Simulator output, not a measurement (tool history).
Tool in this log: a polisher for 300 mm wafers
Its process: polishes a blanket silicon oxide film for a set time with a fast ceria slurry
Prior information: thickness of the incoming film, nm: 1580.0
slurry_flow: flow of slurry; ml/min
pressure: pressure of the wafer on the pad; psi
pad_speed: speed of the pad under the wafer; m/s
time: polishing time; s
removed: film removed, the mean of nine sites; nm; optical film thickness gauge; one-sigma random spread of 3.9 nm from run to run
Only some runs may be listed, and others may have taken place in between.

run 1 hour=0.0 | slurry_flow=180 pressure=3.3 pad_speed=0.98 time=44 | removed=848.89
run 2 hour=5.1 | slurry_flow=180 pressure=3.8 pad_speed=0.98 time=44 | removed=980.09
run 3 hour=10.7 | slurry_flow=180 pressure=3.5 pad_speed=0.98 time=44 | removed=907.39
run 4 hour=17.1 | slurry_flow=175 pressure=2.9 pad_speed=0.88 time=44 | removed=685.97
run 5 hour=18.6 | slurry_flow=170 pressure=2.5 pad_speed=0.82 time=44 | removed=573.71
run 6 hour=27.4 | slurry_flow=200 pressure=2.5 pad_speed=0.82 time=44 | removed=587.64
run 7 hour=34.6 | slurry_flow=180 pressure=1.5 pad_speed=0.64 time=44 | removed=314.66

Run 8 has not been measured yet. What should we expect?
run 8 hour=42.7 | slurry_flow=190 pressure=1.6 pad_speed=0.64 time=44 | removed=?

Run 8 yielded removed 328.98 nm.

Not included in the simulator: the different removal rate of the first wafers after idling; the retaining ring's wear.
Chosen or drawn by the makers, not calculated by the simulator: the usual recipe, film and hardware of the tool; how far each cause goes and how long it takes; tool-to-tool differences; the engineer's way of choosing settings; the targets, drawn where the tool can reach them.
